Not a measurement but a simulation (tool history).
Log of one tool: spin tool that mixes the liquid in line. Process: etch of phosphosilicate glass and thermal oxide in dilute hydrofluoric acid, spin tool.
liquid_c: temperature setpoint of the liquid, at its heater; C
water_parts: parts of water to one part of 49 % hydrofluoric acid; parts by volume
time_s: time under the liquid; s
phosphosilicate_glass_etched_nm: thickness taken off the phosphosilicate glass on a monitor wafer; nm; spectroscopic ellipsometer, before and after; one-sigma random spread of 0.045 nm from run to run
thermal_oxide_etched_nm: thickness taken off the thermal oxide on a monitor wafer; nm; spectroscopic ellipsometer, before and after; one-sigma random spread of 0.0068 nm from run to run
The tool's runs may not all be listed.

run  hour  liquid_c  water_parts  time_s  phosphosilicate_glass_etched_nm  thermal_oxide_etched_nm
  1     0        22           90      30                           29.452                   1.5243
  2   0.7        25           90      30                           33.251                   1.7942
  3   9.3        25           90      20                           22.192                   1.1663
  4  17.3        25           90      30                           33.379                   1.7748
  5  24.9        25           90      40                           44.097                   2.4061
  6  31.2        24          110      35                           29.636                   1.6246

Forecast run 7:
  7  36.8      22.5          125      30                                ?                        ?

phosphosilicate_glass_etched_nm: 20.622 nm
thermal_oxide_etched_nm: 1.1191 nm
